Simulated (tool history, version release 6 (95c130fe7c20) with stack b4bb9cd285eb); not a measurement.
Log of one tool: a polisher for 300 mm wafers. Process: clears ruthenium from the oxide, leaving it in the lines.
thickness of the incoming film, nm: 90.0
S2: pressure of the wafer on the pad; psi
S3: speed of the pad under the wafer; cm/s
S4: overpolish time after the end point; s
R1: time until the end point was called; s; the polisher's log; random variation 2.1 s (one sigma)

Run 1, day 0.000: flow of slurry (ml/min) 245, S2 2.0 psi, S3 86 cm/s, S4 39 s. Result: R1 123.160 s.
Run 2, day 0.229: flow of slurry (ml/min) 245, S2 2.0 psi, S3 98 cm/s, S4 39 s. Result: R1 106.010 s.
Run 3, day 0.592: flow of slurry (ml/min) 245, S2 2.3 psi, S3 98 cm/s, S4 39 s. Result: R1 94.272 s.
Run 4, day 0.812: flow of slurry (ml/min) 240, S2 1.9 psi, S3 90 cm/s, S4 39 s. Result: R1 122.730 s.
Run 5, day 0.875: flow of slurry (ml/min) 235, S2 1.6 psi, S3 84 cm/s, S4 39 s. Result: R1 155.400 s.
Run 6, day 0.962: flow of slurry (ml/min) 295, S2 1.6 psi, S3 84 cm/s, S4 39 s. Result: R1 149.070 s.
Run 7, day 1.212: flow of slurry (ml/min) 285, S2 1.4 psi, S3 80 cm/s, S4 39 s. Result: R1 178.540 s.
Run 8, day 1.488: flow of slurry (ml/min) 280, S2 1.2 psi, S3 80 cm/s, S4 39 s. Result: R1 208.420 s.
Run 9, day 1.521: flow of slurry (ml/min) 265, S2 1.2 psi, S3 80 cm/s, S4 39 s. Result: R1 208.600 s.
Run 10, day 1.700: flow of slurry (ml/min) 250, S2 1.2 psi, S3 80 cm/s, S4 39 s. Result: R1 211.120 s.
Run 11, day 1.729: flow of slurry (ml/min) 235, S2 1.2 psi, S3 80 cm/s, S4 39 s. Result: R1 208.120 s.

Run 12 comes next. What will it give?
Run 12, day 1.967: flow of slurry (ml/min) 235, S2 0.9 psi, S3 80 cm/s, S4 39 s. Result: R1 ?.

R1: 279.100 s
